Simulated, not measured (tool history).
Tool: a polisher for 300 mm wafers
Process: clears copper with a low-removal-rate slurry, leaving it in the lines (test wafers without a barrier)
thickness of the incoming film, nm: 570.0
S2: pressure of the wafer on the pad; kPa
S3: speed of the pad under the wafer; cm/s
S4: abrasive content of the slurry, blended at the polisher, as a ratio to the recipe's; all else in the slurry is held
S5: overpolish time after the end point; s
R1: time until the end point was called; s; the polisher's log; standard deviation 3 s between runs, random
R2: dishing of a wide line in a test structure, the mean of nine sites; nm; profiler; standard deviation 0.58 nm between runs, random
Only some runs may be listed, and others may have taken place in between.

{"run": 1, "day": 0.0, "flow of slurry (ml/min)": 160, "S2": 26.2, "S3": 106, "S4": 1.0, "S5": 12, "R1": 122.48, "R2": 30.168}
{"run": 2, "day": 0.071, "flow of slurry (ml/min)": 185, "S2": 26.2, "S3": 106, "S4": 1.0, "S5": 12, "R1": 125.29, "R2": 30.556}
{"run": 3, "day": 0.317, "flow of slurry (ml/min)": 185, "S2": 24.8, "S3": 106, "S4": 1.0, "S5": 12, "R1": 125.79, "R2": 29.039}
{"run": 4, "day": 0.658, "flow of slurry (ml/min)": 185, "S2": 31.0, "S3": 106, "S4": 1.0, "S5": 12, "R1": 115.77, "R2": 35.025}
{"run": 5, "day": 0.746, "flow of slurry (ml/min)": 185, "S2": 29.0, "S3": 102, "S4": 1.0, "S5": 13, "R1": 119.57, "R2": 33.15}
{"run": 6, "day": 0.904, "flow of slurry (ml/min)": 185, "S2": 29.0, "S3": 120, "S4": 1.0, "S5": 13, "R1": 106.43, "R2": 36.259}

What will run 7 give?
{"run": 7, "day": 1.125, "flow of slurry (ml/min)": 185, "S2": 26.9, "S3": 114, "S4": 1.0, "S5": 13, "R1": "?", "R2": "?"}

Run 7 measured R1 113.76 s, R2 33.594 nm.
